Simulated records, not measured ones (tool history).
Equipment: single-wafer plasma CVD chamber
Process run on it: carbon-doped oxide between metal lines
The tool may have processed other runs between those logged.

run    day  heater temperature setpoint (K)  chamber pressure (Torr)  RF power (W)  deposition time (s)  mean film thickness on the monitor wafer (angstrom)
  1  0.000                           633.15                     6.40           560                 20.5                                              1143.40
  2  0.296                           633.15                     6.40           560                 21.1                                              1170.40
  3  0.596                           637.15                     6.02           535                 21.0                                              1098.80
  4  0.762                           639.15                     5.75           515                 21.0                                              1037.90
  5  0.892                           641.15                     5.49           505                 21.0                                              1009.80
  6  1.179                           643.15                     5.26           495                 21.0                                               983.14
  7  1.442                           645.15                     5.07           485                 21.0                                               960.37
  8  1.542                           654.15                     4.14           395                 20.7                                               689.50
  9  1.912                           651.15                     4.19           395                 20.7                                               697.72
 10  2.179                           651.15                     4.19           395                 20.7                                               687.65
 11  2.221                           648.15                     4.46           395                 20.7                                               706.81
 12  2.358                           636.15                     5.45           400                 20.7                                               753.82
 13  2.600                           636.15                     5.68           400                 20.7                                               755.03
 14  2.858                           635.15                     5.90           400                 20.7                                               758.04

What will run 15 give?
 15  3.125                           634.15                     6.08           400                 20.7                                                    ?

{"run 15": {"mean film thickness on the monitor wafer (angstrom)": 762.43}}
